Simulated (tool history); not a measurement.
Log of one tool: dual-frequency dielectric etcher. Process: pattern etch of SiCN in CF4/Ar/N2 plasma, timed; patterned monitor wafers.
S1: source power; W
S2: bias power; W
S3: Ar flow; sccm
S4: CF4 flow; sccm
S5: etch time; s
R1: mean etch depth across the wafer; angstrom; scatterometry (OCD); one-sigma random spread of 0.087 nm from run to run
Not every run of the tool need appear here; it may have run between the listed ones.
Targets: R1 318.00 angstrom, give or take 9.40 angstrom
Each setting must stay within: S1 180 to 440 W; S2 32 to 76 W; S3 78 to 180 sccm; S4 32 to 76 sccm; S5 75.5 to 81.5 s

run  hour   S1  S2   S3  S4    S5      R1
  1   0.0  310  54  129  54  81.5  427.44
  2   1.1  310  45  129  54  81.5  396.22
  3   8.7  310  35  129  54  81.5  350.92
  4  12.0  330  35  129  54  81.5  371.89
  5  15.1  330  32  129  54  81.5  356.35
  6  16.9  330  32  129  60  81.5  360.87
  7  25.6  320  32  130  60  81.5  351.41
  8  32.2  310  32  131  60  81.5  341.37
  9  37.2  300  32  132  60  81.5  330.62

Which single option among these 5 for the next run brings every result within its allowed miss of target? Just one does.
  A  42.2  300  37  146  50  81.5   ?
  B  42.2  320  32  138  59  81.5   ?
  C  42.2  300  33  122  56  77.5   ?
  D  42.2  340  32  136  62  76.0   ?
  E  42.2  300  35  124  60  81.5   ?

move      R1
   A  339.53
   B  347.75
   C  320.67
   D  346.57
   E  349.01
A: its largest miss is bigger than the last run's
B: its largest miss is bigger than the last run's
C: in spec on every target
D: its largest miss is bigger than the last run's
E: its largest miss is bigger than the last run's
Correct choice: C, which meets every target
